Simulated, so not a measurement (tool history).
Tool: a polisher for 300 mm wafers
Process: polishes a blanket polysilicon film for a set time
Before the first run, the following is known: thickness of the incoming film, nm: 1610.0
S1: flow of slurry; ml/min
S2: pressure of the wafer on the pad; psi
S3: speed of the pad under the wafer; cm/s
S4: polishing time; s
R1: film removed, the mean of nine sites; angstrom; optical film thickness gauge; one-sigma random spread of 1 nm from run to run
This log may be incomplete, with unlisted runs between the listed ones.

run	day	S1	S2	S3	S4	R1
1	0.000	175	2.4	80	44	2907.9
2	0.267	175	2.4	80	44	2915.8
3	0.412	170	2.1	76	44	2451.2
4	0.621	165	1.9	72	44	2106.1
5	0.975	165	1.4	72	44	1573.9
6	1.225	165	1.6	72	44	1776.4

Run 7 has not been measured yet. What should we expect?
7	1.517	165	1.5	70	44	?

R1: 1625.7 angstrom
